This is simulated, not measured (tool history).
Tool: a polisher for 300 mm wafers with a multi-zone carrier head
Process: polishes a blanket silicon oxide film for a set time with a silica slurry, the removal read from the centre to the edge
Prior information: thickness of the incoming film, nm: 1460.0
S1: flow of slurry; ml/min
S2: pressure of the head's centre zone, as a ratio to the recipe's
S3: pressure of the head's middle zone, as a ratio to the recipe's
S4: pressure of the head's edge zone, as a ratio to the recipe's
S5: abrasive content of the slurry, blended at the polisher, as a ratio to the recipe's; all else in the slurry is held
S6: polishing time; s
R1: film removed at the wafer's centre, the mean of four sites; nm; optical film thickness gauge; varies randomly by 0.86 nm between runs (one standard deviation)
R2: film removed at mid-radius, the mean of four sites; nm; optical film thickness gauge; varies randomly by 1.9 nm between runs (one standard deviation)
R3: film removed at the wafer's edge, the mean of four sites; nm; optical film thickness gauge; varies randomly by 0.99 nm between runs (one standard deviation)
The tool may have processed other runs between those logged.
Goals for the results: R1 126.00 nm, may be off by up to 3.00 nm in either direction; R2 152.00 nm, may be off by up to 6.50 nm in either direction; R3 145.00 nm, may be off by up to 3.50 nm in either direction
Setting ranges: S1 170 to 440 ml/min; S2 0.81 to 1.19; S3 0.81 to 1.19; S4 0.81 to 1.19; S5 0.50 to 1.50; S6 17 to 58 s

run,hour,S1,S2,S3,S4,S5,S6,R1,R2,R3
1,0.0,280,1.00,1.00,1.00,1.00,37,187.04,177.06,174.85
2,2.0,270,0.97,1.01,1.00,0.95,37,181.66,173.88,171.97
3,8.8,270,0.97,1.07,1.00,0.95,37,179.23,177.63,171.88
4,10.5,270,0.97,1.07,0.96,0.95,37,179.99,184.18,167.02
5,19.3,270,0.94,1.09,0.98,0.90,37,167.02,176.83,164.43
6,24.8,210,0.94,1.09,0.98,0.90,37,162.02,173.69,160.59
7,28.4,180,0.84,1.05,0.99,0.65,37,119.10,138.52,132.37
8,29.7,195,0.84,1.06,1.00,0.65,37,119.88,143.23,133.40
9,34.2,205,0.84,1.06,1.02,0.65,37,119.72,141.06,135.04
10,37.2,265,0.86,1.14,1.10,0.70,37,133.36,159.15,149.77
11,41.9,265,0.86,1.14,1.10,0.70,37,132.86,159.07,148.67
12,43.8,255,0.86,1.14,1.10,0.70,37,132.81,164.19,151.21
13,46.6,250,0.86,1.13,1.09,0.70,37,133.15,160.08,149.75
14,48.0,245,0.86,1.12,1.09,0.70,37,131.78,158.25,148.62
15,49.6,240,0.86,1.12,1.09,0.70,37,133.63,157.42,149.90

Exactly one of the 5 candidate moves below puts every result within its allowed miss. Which one?
A,51.2,170,0.97,1.09,1.17,0.70,37,?,?,?
B,51.2,225,0.99,1.11,1.14,0.75,34,?,?,?
C,51.2,225,0.85,1.05,1.11,0.65,41,?,?,?
D,51.2,200,0.86,1.14,1.12,0.70,36,?,?,?
E,51.2,260,0.87,1.18,1.05,0.70,38,?,?,?

move,R1,R2,R3
A,141.27,148.08,151.63
B,143.16,148.76,146.74
C,135.54,156.61,159.79
D,124.54,152.71,146.19
E,137.06,170.61,152.35
A: further off than the last run
B: further off than the last run
C: further off than the last run
D: all results in spec
E: further off than the last run
Go with D: it meets all targets.
